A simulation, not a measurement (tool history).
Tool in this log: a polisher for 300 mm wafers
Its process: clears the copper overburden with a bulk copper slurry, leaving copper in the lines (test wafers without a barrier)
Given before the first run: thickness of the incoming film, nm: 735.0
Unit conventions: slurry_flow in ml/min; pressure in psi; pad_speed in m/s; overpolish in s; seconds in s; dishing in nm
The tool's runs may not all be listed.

run 1 hour=0 | slurry_flow=150 pressure=2 pad_speed=1.2 slurry_solids=1 overpolish=30 | seconds=90.087 dishing=100.09
run 2 hour=3.7 | slurry_flow=150 pressure=1.5 pad_speed=1.2 slurry_solids=1 overpolish=30 | seconds=111.82 dishing=86.729
run 3 hour=8.3 | slurry_flow=150 pressure=1.4 pad_speed=1.2 slurry_solids=1 overpolish=25 | seconds=118.21 dishing=76.057
run 4 hour=16.6 | slurry_flow=130 pressure=1.4 pad_speed=1.2 slurry_solids=1 overpolish=25 | seconds=122.17 dishing=75.683
run 5 hour=24.6 | slurry_flow=130 pressure=1.4 pad_speed=1.2 slurry_solids=1 overpolish=23 | seconds=119.14 dishing=72.978
run 6 hour=26.5 | slurry_flow=130 pressure=1.4 pad_speed=1.2 slurry_solids=1 overpolish=13 | seconds=119.21 dishing=49.894
run 7 hour=32.7 | slurry_flow=125 pressure=1.4 pad_speed=1.2 slurry_solids=1 overpolish=16 | seconds=120.26 dishing=55.854

Expected results for the next run?
run 8 hour=39.1 | slurry_flow=125 pressure=1.4 pad_speed=1.2 slurry_solids=1 overpolish=18 | seconds=? dishing=?

seconds: 121.23 s
dishing: 61.902 nm

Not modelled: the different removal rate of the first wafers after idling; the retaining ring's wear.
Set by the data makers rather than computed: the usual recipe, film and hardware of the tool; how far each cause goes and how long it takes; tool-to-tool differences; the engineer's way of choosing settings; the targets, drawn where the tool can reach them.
